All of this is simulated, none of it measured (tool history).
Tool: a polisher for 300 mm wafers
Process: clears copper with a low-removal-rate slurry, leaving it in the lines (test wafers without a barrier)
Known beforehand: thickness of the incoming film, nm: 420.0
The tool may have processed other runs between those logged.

run,day,flow of slurry (ml/min),pressure of the wafer on the pad (kPa),speed of the pad under the wafer (cm/s),abrasive content of the slurry,overpolish time after the end point (s),time until the end point was called (s),dishing of a wide line in a test structure (angstrom)
1,0,220,17.9,102,1,10,152.63,138.17
2,0.283,220,19.3,102,1,10,142.7,144.16
3,0.433,220,16.5,100,1,11,167.85,137.61
4,0.65,220,14.5,100,1,12,194.32,136.11
5,0.938,220,12.4,100,1,12,226.73,123.28
6,1.104,220,11.7,100,1,12,240.73,117.23

Run 7, settings as shown, results not yet in. Your forecast:
7,1.271,210,9.7,98,1,15,?,?

time until the end point was called (s): 297.3
dishing of a wide line in a test structure (angstrom): 119.04
